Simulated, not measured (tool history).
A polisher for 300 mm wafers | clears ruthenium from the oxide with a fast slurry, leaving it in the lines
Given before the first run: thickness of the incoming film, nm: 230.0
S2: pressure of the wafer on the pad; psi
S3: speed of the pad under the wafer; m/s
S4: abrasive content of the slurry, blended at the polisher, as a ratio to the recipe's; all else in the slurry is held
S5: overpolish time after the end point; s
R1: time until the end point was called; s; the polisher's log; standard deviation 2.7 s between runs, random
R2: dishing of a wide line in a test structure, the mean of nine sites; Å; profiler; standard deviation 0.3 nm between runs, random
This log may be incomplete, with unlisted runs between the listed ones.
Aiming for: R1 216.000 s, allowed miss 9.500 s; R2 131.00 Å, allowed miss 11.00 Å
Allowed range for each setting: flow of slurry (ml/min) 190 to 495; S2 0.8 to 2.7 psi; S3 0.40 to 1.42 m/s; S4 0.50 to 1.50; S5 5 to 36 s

{"run": 1, "hour": 0.0, "flow of slurry (ml/min)": 320, "S2": 1.7, "S3": 0.9, "S4": 1.0, "S5": 18, "R1": 133.87, "R2": 149.54}
{"run": 2, "hour": 0.6, "flow of slurry (ml/min)": 320, "S2": 2.1, "S3": 0.9, "S4": 1.0, "S5": 18, "R1": 111.05, "R2": 167.51}
{"run": 3, "hour": 4.0, "flow of slurry (ml/min)": 320, "S2": 2.1, "S3": 0.9, "S4": 1.2, "S5": 18, "R1": 102.16, "R2": 179.68}
{"run": 4, "hour": 7.2, "flow of slurry (ml/min)": 395, "S2": 2.1, "S3": 0.9, "S4": 1.2, "S5": 18, "R1": 98.075, "R2": 183.11}
{"run": 5, "hour": 16.1, "flow of slurry (ml/min)": 390, "S2": 1.8, "S3": 0.88, "S4": 1.2, "S5": 19, "R1": 117.27, "R2": 172.62}
{"run": 6, "hour": 17.7, "flow of slurry (ml/min)": 390, "S2": 1.8, "S3": 0.74, "S4": 1.2, "S5": 19, "R1": 129.88, "R2": 156.72}
{"run": 7, "hour": 19.1, "flow of slurry (ml/min)": 390, "S2": 1.8, "S3": 0.74, "S4": 1.2, "S5": 19, "R1": 134.27, "R2": 165.42}
{"run": 8, "hour": 23.7, "flow of slurry (ml/min)": 390, "S2": 1.6, "S3": 0.74, "S4": 1.2, "S5": 19, "R1": 144.8, "R2": 157.01}
{"run": 9, "hour": 31.3, "flow of slurry (ml/min)": 390, "S2": 1.4, "S3": 0.72, "S4": 1.2, "S5": 19, "R1": 172.14, "R2": 143.29}
{"run": 10, "hour": 39.5, "flow of slurry (ml/min)": 385, "S2": 1.3, "S3": 0.72, "S4": 1.2, "S5": 19, "R1": 186.56, "R2": 131.29}
{"run": 11, "hour": 47.7, "flow of slurry (ml/min)": 375, "S2": 1.3, "S3": 0.72, "S4": 1.2, "S5": 20, "R1": 183.37, "R2": 131.81}
{"hour": 49.6, "done": "worn pad replaced by a new one"}
{"run": 12, "hour": 49.6, "flow of slurry (ml/min)": 370, "S2": 1.2, "S3": 0.72, "S4": 1.2, "S5": 21, "R1": 181.95, "R2": 143.76}
{"run": 13, "hour": 51.3, "flow of slurry (ml/min)": 370, "S2": 1.1, "S3": 0.72, "S4": 1.2, "S5": 21, "R1": 191.21, "R2": 132.39}
{"run": 14, "hour": 56.5, "flow of slurry (ml/min)": 370, "S2": 0.9, "S3": 0.7, "S4": 1.2, "S5": 25, "R1": 242.22, "R2": 135.63}

Pick the move, out of 4, that brings all results within their allowed miss; only one does.
{"run": "A", "hour": 61.7, "flow of slurry (ml/min)": 415, "S2": 1.2, "S3": 0.7, "S4": 1.05, "S5": 25, "R1": "?", "R2": "?"}
{"run": "B", "hour": 61.7, "flow of slurry (ml/min)": 360, "S2": 0.9, "S3": 0.52, "S4": 1.15, "S5": 31, "R1": "?", "R2": "?"}
{"run": "C", "hour": 61.7, "flow of slurry (ml/min)": 360, "S2": 1.0, "S3": 0.72, "S4": 1.15, "S5": 22, "R1": "?", "R2": "?"}
{"run": "D", "hour": 61.7, "flow of slurry (ml/min)": 435, "S2": 0.8, "S3": 0.98, "S4": 1.4, "S5": 24, "R1": "?", "R2": "?"}

move=A R1=196.630 R2=156.11
move=B R1=298.030 R2=138.05
move=C R1=221.770 R2=133.86
move=D R1=200.850 R2=150.50
A: takes the biggest miss from the last run beyond its target
B: moves away from the targets compared with the last run
C: meets every target
D: takes the biggest miss from the last run beyond its target
The move that meets every target is C.
